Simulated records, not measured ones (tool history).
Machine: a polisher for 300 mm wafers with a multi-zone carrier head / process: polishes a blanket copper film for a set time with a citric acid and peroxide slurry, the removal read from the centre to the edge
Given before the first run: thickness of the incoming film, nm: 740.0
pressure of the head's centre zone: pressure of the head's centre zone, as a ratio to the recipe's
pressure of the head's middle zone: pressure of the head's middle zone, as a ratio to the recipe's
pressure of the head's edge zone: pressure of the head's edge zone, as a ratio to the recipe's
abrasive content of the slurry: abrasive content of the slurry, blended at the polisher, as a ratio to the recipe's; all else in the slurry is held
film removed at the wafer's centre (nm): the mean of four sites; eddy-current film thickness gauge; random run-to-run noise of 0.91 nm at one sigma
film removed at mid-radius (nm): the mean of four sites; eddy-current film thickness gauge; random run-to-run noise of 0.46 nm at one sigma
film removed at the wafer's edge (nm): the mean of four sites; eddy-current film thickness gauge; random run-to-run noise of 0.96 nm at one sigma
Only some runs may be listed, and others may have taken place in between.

run  hour  flow of slurry (ml/min)  pressure of the head's centre zone  pressure of the head's middle zone  pressure of the head's edge zone  abrasive content of the slurry  polishing time (s)  film removed at the wafer's centre (nm)  film removed at mid-radius (nm)  film removed at the wafer's edge (nm)
  1   0.0                      260                                1.00                                1.00                              1.00                            1.00                  65                                  134.000                          140.670                                141.370
  2   3.5                      260                                1.00                                1.00                              1.04                            1.00                  65                                  135.750                          143.120                                142.020
  3  12.3                      260                                1.00                                1.00                              0.96                            1.00                  65                                  134.950                          141.680                                136.620
  4  16.1                      250                                1.01                                0.96                              0.96                            0.90                  60                                  120.380                          122.470                                120.450
  5  22.2                      250                                1.01                                0.96                              0.96                            0.90                  50                                  100.650                          101.700                                104.020
  6  27.8                      250                                1.01                                0.96                              0.96                            1.00                  50                                  104.230                          104.620                                106.450
  7  31.3                      245                                1.02                                0.93                              0.97                            0.90                  48                                   95.567                           96.389                                 97.625
  8  38.8                      275                                1.05                                0.90                              1.02                            0.90                  45                                   95.244                           87.805                                 93.867
  9  41.7                      275                                1.05                                0.88                              1.04                            0.85                  44                                   90.632                           82.654                                 90.993
 10  47.6                      275                                1.05                                0.87                              1.04                            0.80                  44                                   90.306                           82.108                                 90.321

The next listed run, before its measurement:
 11  56.4                      270                                1.05                                0.86                              1.05                            0.75                  44                                        ?                                ?                                      ?

{"run 11": {"film removed at the wafer's centre (nm)": 88.343, "film removed at mid-radius (nm)": 79.786, "film removed at the wafer's edge (nm)": 88.956}}
